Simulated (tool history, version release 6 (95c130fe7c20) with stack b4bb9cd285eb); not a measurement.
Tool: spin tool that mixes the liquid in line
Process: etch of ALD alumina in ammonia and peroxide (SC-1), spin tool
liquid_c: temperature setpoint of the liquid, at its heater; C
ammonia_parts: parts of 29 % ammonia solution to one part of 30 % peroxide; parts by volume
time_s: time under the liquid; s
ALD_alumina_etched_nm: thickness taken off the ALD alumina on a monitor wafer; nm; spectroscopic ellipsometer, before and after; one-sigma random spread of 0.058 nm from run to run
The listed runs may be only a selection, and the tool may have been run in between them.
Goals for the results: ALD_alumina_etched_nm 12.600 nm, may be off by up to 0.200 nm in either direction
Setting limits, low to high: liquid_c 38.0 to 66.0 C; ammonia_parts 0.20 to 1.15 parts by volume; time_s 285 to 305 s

run 1 hour=0.0 | liquid_c=50.0 ammonia_parts=0.65 time_s=285 | ALD_alumina_etched_nm=10.588
run 2 hour=8.4 | liquid_c=50.5 ammonia_parts=0.65 time_s=285 | ALD_alumina_etched_nm=10.832
run 3 hour=12.2 | liquid_c=54.5 ammonia_parts=0.65 time_s=285 | ALD_alumina_etched_nm=13.354
run 4 hour=17.2 | liquid_c=58.5 ammonia_parts=0.65 time_s=285 | ALD_alumina_etched_nm=16.675
run 5 hour=21.5 | liquid_c=58.5 ammonia_parts=0.65 time_s=305 | ALD_alumina_etched_nm=17.889
run 6 hour=26.3 | liquid_c=58.5 ammonia_parts=0.45 time_s=305 | ALD_alumina_etched_nm=17.269
run 7 hour=31.2 | liquid_c=58.0 ammonia_parts=0.45 time_s=305 | ALD_alumina_etched_nm=16.813
run 8 hour=36.3 | liquid_c=57.5 ammonia_parts=0.45 time_s=305 | ALD_alumina_etched_nm=16.414
run 9 hour=37.2 | liquid_c=57.0 ammonia_parts=0.45 time_s=305 | ALD_alumina_etched_nm=15.841
run 10 hour=44.5 | liquid_c=56.5 ammonia_parts=0.45 time_s=305 | ALD_alumina_etched_nm=15.552
run 11 hour=49.0 | liquid_c=56.0 ammonia_parts=0.45 time_s=305 | ALD_alumina_etched_nm=15.097
run 12 hour=54.3 | liquid_c=55.5 ammonia_parts=0.45 time_s=305 | ALD_alumina_etched_nm=14.732
run 13 hour=63.0 | liquid_c=55.0 ammonia_parts=0.45 time_s=305 | ALD_alumina_etched_nm=14.263
run 14 hour=69.4 | liquid_c=53.5 ammonia_parts=0.45 time_s=305 | ALD_alumina_etched_nm=13.225
run 15 hour=76.6 | liquid_c=53.0 ammonia_parts=0.45 time_s=305 | ALD_alumina_etched_nm=12.875
run 16 hour=78.3 | liquid_c=53.0 ammonia_parts=0.45 time_s=305 | ALD_alumina_etched_nm=12.943

Pick the move, out of 5, that brings all results within their allowed miss; only one does.
run A hour=80.0 | liquid_c=55.0 ammonia_parts=0.45 time_s=285 | ALD_alumina_etched_nm=?
run B hour=80.0 | liquid_c=54.5 ammonia_parts=0.50 time_s=285 | ALD_alumina_etched_nm=?
run C hour=80.0 | liquid_c=55.0 ammonia_parts=0.50 time_s=285 | ALD_alumina_etched_nm=?
run D hour=80.0 | liquid_c=52.0 ammonia_parts=0.45 time_s=305 | ALD_alumina_etched_nm=?
run E hour=80.0 | liquid_c=52.5 ammonia_parts=0.45 time_s=305 | ALD_alumina_etched_nm=?

move=A ALD_alumina_etched_nm=13.427
move=B ALD_alumina_etched_nm=13.206
move=C ALD_alumina_etched_nm=13.562
move=D ALD_alumina_etched_nm=12.231
move=E ALD_alumina_etched_nm=12.567
A: further off than the last run
B: further off than the last run
C: further off than the last run
D: moves the result that the last run missed by most past its target, out the other side
E: all results land within tolerance of their targets
E meets every target.
